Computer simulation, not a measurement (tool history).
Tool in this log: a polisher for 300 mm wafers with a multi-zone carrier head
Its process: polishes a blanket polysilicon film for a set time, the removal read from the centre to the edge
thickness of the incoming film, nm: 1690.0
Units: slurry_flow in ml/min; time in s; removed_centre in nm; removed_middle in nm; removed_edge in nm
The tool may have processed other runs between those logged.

run	hour	slurry_flow	centre_zone	middle_zone	edge_zone	time	removed_centre	removed_middle	removed_edge
1	0	185	1	1	1	72	551.06	559.27	562.99
2	8.9	185	1	0.97	1	72	563.41	550.46	554.91
3	13.3	185	1	0.91	1	72	552.79	522.25	568.97
4	19.9	180	1.01	0.91	0.98	71	539.58	517.67	554.43
5	28.5	180	1.01	0.91	0.98	82	634.53	587.02	625.79
6	34.2	180	1.02	0.91	0.96	79	616.04	562.45	589.63
7	39.5	175	1.02	0.9	0.94	77	615.31	538.74	571.75

What will run 8 give?
8	47.8	175	1.01	0.9	0.92	75	?	?	?

{"run 8": {"removed_centre": 577.6, "removed_middle": 526.82, "removed_edge": 550.55}}
